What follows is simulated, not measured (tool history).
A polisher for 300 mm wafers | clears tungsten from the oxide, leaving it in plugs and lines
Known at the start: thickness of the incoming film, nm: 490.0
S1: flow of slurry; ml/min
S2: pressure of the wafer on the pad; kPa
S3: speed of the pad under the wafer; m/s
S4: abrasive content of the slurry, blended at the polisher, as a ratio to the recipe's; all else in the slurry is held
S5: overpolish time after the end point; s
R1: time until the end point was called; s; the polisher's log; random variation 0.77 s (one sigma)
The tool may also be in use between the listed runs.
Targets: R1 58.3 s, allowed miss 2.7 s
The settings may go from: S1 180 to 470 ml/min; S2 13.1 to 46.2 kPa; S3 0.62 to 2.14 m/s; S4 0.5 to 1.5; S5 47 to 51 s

{"run": 1, "hour": 0.0, "S1": 300, "S2": 29.6, "S3": 1.38, "S4": 1, "S5": 47, "R1": 85.155}
{"run": 2, "hour": 4.6, "S1": 300, "S2": 29.6, "S3": 1.38, "S4": 0.9, "S5": 47, "R1": 87.055}
{"run": 3, "hour": 7.2, "S1": 300, "S2": 31.7, "S3": 1.38, "S4": 0.9, "S5": 47, "R1": 81.728}
{"run": 4, "hour": 15.5, "S1": 300, "S2": 31.7, "S3": 1.38, "S4": 0.9, "S5": 51, "R1": 80.572}
{"run": 5, "hour": 16.9, "S1": 300, "S2": 33.1, "S3": 1.38, "S4": 0.9, "S5": 51, "R1": 79.296}
{"run": 6, "hour": 21.4, "S1": 355, "S2": 33.1, "S3": 1.38, "S4": 0.9, "S5": 51, "R1": 77.12}
{"run": 7, "hour": 27.0, "S1": 355, "S2": 34.5, "S3": 1.38, "S4": 0.9, "S5": 51, "R1": 75.02}
{"run": 8, "hour": 30.9, "S1": 355, "S2": 34.5, "S3": 1.38, "S4": 0.9, "S5": 51, "R1": 74.689}
{"run": 9, "hour": 37.2, "S1": 355, "S2": 35.9, "S3": 1.38, "S4": 0.9, "S5": 51, "R1": 72.317}
{"run": 10, "hour": 46.1, "S1": 355, "S2": 37.2, "S3": 1.38, "S4": 0.9, "S5": 51, "R1": 70.169}
{"run": 11, "hour": 47.9, "S1": 355, "S2": 38.6, "S3": 1.38, "S4": 0.9, "S5": 51, "R1": 66.528}
{"run": 12, "hour": 51.9, "S1": 355, "S2": 39.3, "S3": 1.38, "S4": 0.9, "S5": 51, "R1": 66.671}
{"run": 13, "hour": 60.3, "S1": 355, "S2": 40, "S3": 1.38, "S4": 0.9, "S5": 51, "R1": 64.748}

4 next moves are on the table. One of them brings every result within its allowed miss. Which?
{"run": "A", "hour": 68.7, "S1": 265, "S2": 39.3, "S3": 1.94, "S4": 0.75, "S5": 51, "R1": "?"}
{"run": "B", "hour": 68.7, "S1": 390, "S2": 40, "S3": 1.48, "S4": 1, "S5": 50, "R1": "?"}
{"run": "C", "hour": 68.7, "S1": 400, "S2": 44.1, "S3": 1.52, "S4": 0.85, "S5": 51, "R1": "?"}
{"run": "D", "hour": 68.7, "S1": 440, "S2": 39.3, "S3": 1.66, "S4": 0.95, "S5": 51, "R1": "?"}

move=A R1=51.234
move=B R1=58.052
move=C R1=53.751
move=D R1=52.89
A: takes the result that was furthest off past its target
B: meets every target
C: takes the result that was furthest off past its target
D: takes the result that was furthest off past its target
Move B is the one to make.
